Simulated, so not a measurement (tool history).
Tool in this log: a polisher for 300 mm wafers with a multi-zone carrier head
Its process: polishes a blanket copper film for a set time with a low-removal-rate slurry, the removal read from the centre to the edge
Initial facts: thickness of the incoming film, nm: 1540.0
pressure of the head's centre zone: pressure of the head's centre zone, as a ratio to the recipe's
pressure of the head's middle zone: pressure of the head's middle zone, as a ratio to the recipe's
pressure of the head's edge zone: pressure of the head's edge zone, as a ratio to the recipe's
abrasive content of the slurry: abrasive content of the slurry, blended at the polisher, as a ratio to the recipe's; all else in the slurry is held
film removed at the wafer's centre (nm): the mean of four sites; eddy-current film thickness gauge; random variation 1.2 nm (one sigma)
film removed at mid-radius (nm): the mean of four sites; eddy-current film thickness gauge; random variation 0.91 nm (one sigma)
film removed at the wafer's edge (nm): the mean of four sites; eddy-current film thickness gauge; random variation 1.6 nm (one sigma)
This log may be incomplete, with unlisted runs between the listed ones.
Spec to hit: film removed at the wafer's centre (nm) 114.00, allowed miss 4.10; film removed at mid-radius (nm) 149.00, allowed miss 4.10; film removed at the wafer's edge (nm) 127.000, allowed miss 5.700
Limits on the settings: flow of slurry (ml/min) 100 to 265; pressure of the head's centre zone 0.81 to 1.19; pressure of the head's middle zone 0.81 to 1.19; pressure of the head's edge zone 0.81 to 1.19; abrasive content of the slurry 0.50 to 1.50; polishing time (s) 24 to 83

| run | hour | flow of slurry (ml/min) | pressure of the head's centre zone | pressure of the head's middle zone | pressure of the head's edge zone | abrasive content of the slurry | polishing time (s) | film removed at the wafer's centre (nm) | film removed at mid-radius (nm) | film removed at the wafer's edge (nm) |
|---|---|---|---|---|---|---|---|---|---|---|
| 1 | 0.0 | 170 | 1.00 | 1.00 | 1.00 | 1.00 | 53 | 100.65 | 101.35 | 97.172 |
| 2 | 8.5 | 170 | 1.00 | 1.00 | 1.00 | 1.00 | 60 | 115.73 | 115.89 | 110.100 |
| 3 | 17.3 | 170 | 1.00 | 1.00 | 0.93 | 1.00 | 60 | 115.30 | 115.65 | 106.330 |
| 4 | 24.0 | 185 | 0.97 | 1.04 | 0.97 | 1.05 | 60 | 113.84 | 123.60 | 114.940 |
| 5 | 30.8 | 200 | 0.96 | 1.07 | 0.96 | 1.05 | 60 | 115.77 | 128.74 | 113.930 |
| 6 | 36.1 | 210 | 0.94 | 1.09 | 0.98 | 1.05 | 60 | 115.45 | 130.51 | 115.100 |
| 7 | 44.1 | 215 | 0.92 | 1.11 | 0.99 | 1.10 | 60 | 114.21 | 135.23 | 117.840 |
| 8 | 46.6 | 220 | 0.91 | 1.13 | 1.00 | 1.15 | 60 | 111.21 | 139.64 | 121.840 |
| 9 | 54.4 | 225 | 0.91 | 1.14 | 1.00 | 1.15 | 60 | 113.95 | 141.08 | 116.680 |
| 10 | 59.3 | 225 | 0.90 | 1.14 | 1.01 | 1.20 | 60 | 112.93 | 142.13 | 122.440 |
| 11 | 63.4 | 230 | 0.90 | 1.15 | 1.02 | 1.20 | 60 | 113.41 | 142.39 | 121.060 |
| 12 | 65.1 | 230 | 0.89 | 1.15 | 1.02 | 1.25 | 60 | 115.70 | 143.76 | 125.100 |

Of the 5 settings listed for the next run, only one would bring every result within its allowed miss of target. Which one?
| A | 66.8 | 205 | 0.92 | 1.17 | 1.00 | 1.20 | 63 | ? | ? | ? |
| B | 66.8 | 220 | 0.89 | 1.09 | 1.05 | 1.35 | 59 | ? | ? | ? |
| C | 66.8 | 240 | 0.85 | 1.18 | 0.99 | 1.25 | 63 | ? | ? | ? |
| D | 66.8 | 225 | 0.81 | 1.09 | 1.08 | 1.30 | 65 | ? | ? | ? |
| E | 66.8 | 220 | 0.89 | 1.19 | 1.07 | 1.25 | 60 | ? | ? | ? |

| move | film removed at the wafer's centre (nm) | film removed at mid-radius (nm) | film removed at the wafer's edge (nm) |
|---|---|---|---|
| A | 118.94 | 150.00 | 124.630 |
| B | 112.08 | 137.44 | 124.090 |
| C | 113.64 | 156.02 | 127.300 |
| D | 111.63 | 150.55 | 137.680 |
| E | 111.93 | 147.92 | 124.840 |
A: gets the furthest-off result to its target, but another result is out of tolerance
B: moves away from the targets compared with the last run
C: takes the biggest miss from the last run beyond its target
D: gets the furthest-off result to its target, but another result is out of tolerance
E: each result inside its tolerance
The move that meets every target is E.
